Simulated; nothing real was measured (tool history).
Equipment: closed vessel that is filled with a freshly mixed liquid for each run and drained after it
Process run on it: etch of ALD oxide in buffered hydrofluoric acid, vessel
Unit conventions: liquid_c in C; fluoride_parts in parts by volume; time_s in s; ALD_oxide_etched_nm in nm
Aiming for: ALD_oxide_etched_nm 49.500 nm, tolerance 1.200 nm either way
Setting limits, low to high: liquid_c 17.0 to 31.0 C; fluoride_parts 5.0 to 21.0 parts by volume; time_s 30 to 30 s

| run | day | liquid_c | fluoride_parts | time_s | ALD_oxide_etched_nm |
|---|---|---|---|---|---|
| 1 | 0.000 | 23.0 | 13.0 | 30 | 76.732 |
| 2 | 0.183 | 23.0 | 10.5 | 30 | 95.065 |
| 3 | 0.462 | 20.0 | 10.5 | 30 | 79.836 |
| 4 | 0.629 | 20.0 | 7.0 | 30 | 118.900 |
| 5 | 0.908 | 20.0 | 7.0 | 30 | 117.740 |
| 6 | 1.246 | 23.5 | 7.0 | 30 | 144.150 |
| 7 | 1.617 | 21.5 | 9.0 | 30 | 98.151 |
| 8 | 1.700 | 20.0 | 10.5 | 30 | 80.097 |
| 9 | 1.908 | 19.0 | 11.5 | 30 | 69.703 |
| 10 | 1.950 | 18.5 | 12.5 | 30 | 62.651 |
| 11 | 2.208 | 18.0 | 13.0 | 30 | 58.466 |
| 12 | 2.542 | 17.5 | 13.5 | 30 | 54.805 |
| 13 | 2.721 | 17.5 | 14.0 | 30 | 52.662 |

Below are 4 possible settings for the next run. Only one of them brings all results inside the allowed miss of their targets. Which is it?
| A | 2.900 | 19.0 | 17.0 | 30 | ? |
| B | 2.900 | 17.0 | 14.5 | 30 | ? |
| C | 2.900 | 17.0 | 14.0 | 30 | ? |
| D | 2.900 | 17.0 | 13.5 | 30 | ? |

| move | ALD_oxide_etched_nm |
|---|---|
| A | 47.456 |
| B | 49.543 |
| C | 51.282 |
| D | 53.147 |
A: takes the biggest miss from the last run beyond its target
B: meets every target
C: closer than the last run, but not yet in spec
D: lands further from the targets than the last run did
Correct choice: B, which meets every target

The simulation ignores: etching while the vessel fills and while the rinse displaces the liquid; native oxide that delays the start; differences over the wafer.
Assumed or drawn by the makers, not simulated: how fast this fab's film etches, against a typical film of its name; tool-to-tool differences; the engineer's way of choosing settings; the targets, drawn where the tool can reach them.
